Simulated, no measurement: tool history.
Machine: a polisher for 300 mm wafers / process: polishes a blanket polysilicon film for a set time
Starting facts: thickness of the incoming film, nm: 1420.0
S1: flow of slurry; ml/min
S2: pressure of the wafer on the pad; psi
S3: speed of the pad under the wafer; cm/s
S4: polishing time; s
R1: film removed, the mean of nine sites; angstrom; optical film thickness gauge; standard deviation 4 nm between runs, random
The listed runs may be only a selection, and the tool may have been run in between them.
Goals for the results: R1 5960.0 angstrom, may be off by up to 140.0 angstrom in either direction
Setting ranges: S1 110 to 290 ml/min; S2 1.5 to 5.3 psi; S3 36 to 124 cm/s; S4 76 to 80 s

run	hour	S1	S2	S3	S4	R1
1	0.0	185	3.4	80	76	4921.4
2	5.4	145	3.4	80	76	4717.8
3	9.1	145	3.4	80	76	4721.5
4	16.0	145	3.4	80	80	4989.1
5	17.2	165	3.5	80	80	5297.3
6	19.1	180	3.5	80	80	5264.0
7	25.2	185	3.6	80	80	5431.6
8	34.0	190	3.7	80	80	5591.7

5 candidate next runs follow, results not yet known. Just one meets every target within its allowed miss. Identify it.
A	42.8	205	3.9	70	79	?
B	42.8	185	3.4	84	80	?
C	42.8	230	3.3	86	80	?
D	42.8	200	3.8	84	78	?
E	42.8	195	3.6	74	80	?

move	R1
A	5274.6
B	5371.8
C	5482.7
D	5901.0
E	5140.0
A: moves away from the targets compared with the last run
B: moves away from the targets compared with the last run
C: moves away from the targets compared with the last run
D: in spec on every target
E: moves away from the targets compared with the last run
Move D is the one to make.

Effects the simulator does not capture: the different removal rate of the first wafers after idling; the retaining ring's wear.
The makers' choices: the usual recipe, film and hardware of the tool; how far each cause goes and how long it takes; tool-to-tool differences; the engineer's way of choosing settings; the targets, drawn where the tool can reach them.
